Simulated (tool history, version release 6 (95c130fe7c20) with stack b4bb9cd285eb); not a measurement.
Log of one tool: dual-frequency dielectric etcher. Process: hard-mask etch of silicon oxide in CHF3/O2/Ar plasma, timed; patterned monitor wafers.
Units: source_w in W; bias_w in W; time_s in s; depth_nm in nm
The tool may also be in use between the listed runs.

run	hour	source_w	bias_w	time_s	depth_nm
1	0	720	232	33.5	75.947
2	3.1	640	232	33.5	71.535
3	7.5	740	238	33.5	77.392
4	8.7	810	238	33.5	81.379
5	17.1	810	238	33.5	80.759
6	25.3	810	260	33.5	83.769
7	33.5	850	263	33.5	86.851

Run 8 comes next. What will it give?
8	38.7	870	264	33.5	?

depth_nm: 87.023 nm
